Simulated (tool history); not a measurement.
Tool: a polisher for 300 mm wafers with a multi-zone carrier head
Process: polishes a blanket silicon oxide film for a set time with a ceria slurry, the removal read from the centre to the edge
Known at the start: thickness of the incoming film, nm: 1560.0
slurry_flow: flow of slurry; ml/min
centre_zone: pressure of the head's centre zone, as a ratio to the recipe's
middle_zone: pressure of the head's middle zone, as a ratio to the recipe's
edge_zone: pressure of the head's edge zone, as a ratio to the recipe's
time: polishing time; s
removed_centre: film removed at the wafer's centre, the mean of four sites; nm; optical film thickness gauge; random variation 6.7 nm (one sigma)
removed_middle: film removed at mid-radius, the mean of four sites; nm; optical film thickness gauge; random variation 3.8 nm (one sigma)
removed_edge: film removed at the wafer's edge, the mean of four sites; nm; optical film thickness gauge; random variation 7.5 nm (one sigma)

run,day,slurry_flow,centre_zone,middle_zone,edge_zone,time,removed_centre,removed_middle,removed_edge
1,0.000,125,1.00,1.00,1.00,75,328.31,317.25,326.85
2,0.117,125,1.00,1.00,0.96,75,320.98,318.14,327.92
3,0.292,125,1.00,1.00,1.02,75,329.38,315.69,330.02
4,0.558,125,1.00,1.00,0.98,75,334.01,315.49,333.97
5,0.750,125,0.97,0.96,0.98,84,354.68,347.52,370.40
6,0.988,125,0.95,0.93,1.01,90,375.68,350.98,396.84
7,1.246,140,0.89,0.97,1.11,111,447.80,465.75,529.64
8,1.583,140,0.89,0.97,1.11,111,443.97,465.88,516.82
9,1.738,140,0.90,0.95,1.12,112,464.62,464.59,528.94

The next listed run, before its measurement:
10,2.058,135,0.90,0.93,1.13,113,?,?,?

Run 10 gave removed_centre 456.36 nm, removed_middle 455.51 nm, removed_edge 533.39 nm.
